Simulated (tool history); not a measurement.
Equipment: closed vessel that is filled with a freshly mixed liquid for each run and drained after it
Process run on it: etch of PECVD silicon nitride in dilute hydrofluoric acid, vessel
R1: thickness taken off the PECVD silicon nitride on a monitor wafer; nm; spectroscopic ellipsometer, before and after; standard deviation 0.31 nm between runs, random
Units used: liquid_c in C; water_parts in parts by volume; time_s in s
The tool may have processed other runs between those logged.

{"run": 1, "day": 0.0, "liquid_c": 24, "water_parts": 175, "time_s": 510, "R1": 11.015}
{"run": 2, "day": 0.092, "liquid_c": 24, "water_parts": 235, "time_s": 510, "R1": 8.2251}
{"run": 3, "day": 0.467, "liquid_c": 25.5, "water_parts": 235, "time_s": 510, "R1": 9.1576}
{"run": 4, "day": 0.617, "liquid_c": 23.5, "water_parts": 235, "time_s": 510, "R1": 8.0003}
{"run": 5, "day": 0.683, "liquid_c": 23.5, "water_parts": 260, "time_s": 510, "R1": 7.3156}
{"run": 6, "day": 0.971, "liquid_c": 24.5, "water_parts": 235, "time_s": 510, "R1": 8.5502}

Run 7 comes next. What will it give?
{"run": 7, "day": 1.058, "liquid_c": 25.5, "water_parts": 210, "time_s": 510, "R1": "?"}

Run 7 produced R1 10.115 nm.

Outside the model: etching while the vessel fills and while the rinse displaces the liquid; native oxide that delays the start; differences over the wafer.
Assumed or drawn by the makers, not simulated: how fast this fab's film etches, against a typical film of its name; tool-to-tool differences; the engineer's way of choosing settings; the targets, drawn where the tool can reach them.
